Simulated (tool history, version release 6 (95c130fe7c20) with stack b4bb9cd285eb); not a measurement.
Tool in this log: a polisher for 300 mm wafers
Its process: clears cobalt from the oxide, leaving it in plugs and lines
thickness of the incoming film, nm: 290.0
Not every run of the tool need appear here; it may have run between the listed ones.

run    day  flow of slurry (ml/min)  pressure of the wafer on the pad (psi)  speed of the pad under the wafer (m/s)  overpolish time after the end point (s)  time until the end point was called (s)  dishing of a wide line in a test structure (nm)
  1      0                      240                                     2.2                                    1.24                                       26                                   46.298                                            42.75
  2  0.112                      240                                     2.7                                    1.24                                       26                                   40.305                                           40.708
  3  0.183                      235                                       3                                    1.12                                       20                                   40.016                                            41.35
  4  0.483                      295                                       3                                    1.12                                       20                                   38.827                                           40.802
  5  0.804                      295                                       3                                    0.94                                       20                                   47.621                                           40.385
     1.096  -- head pressure recalibrated
  6  1.096                      295                                     3.2                                    0.94                                       20                                   38.539                                           40.425
  7  1.329                      320                                     3.3                                    0.86                                       16                                   40.938                                           39.707

Forecast run 8:
  8  1.492                      335                                     3.4                                     0.8                                       13                                        ?                                                ?

{"run 8": {"time until the end point was called (s)": 41.118, "dishing of a wide line in a test structure (nm)": 37.948}}
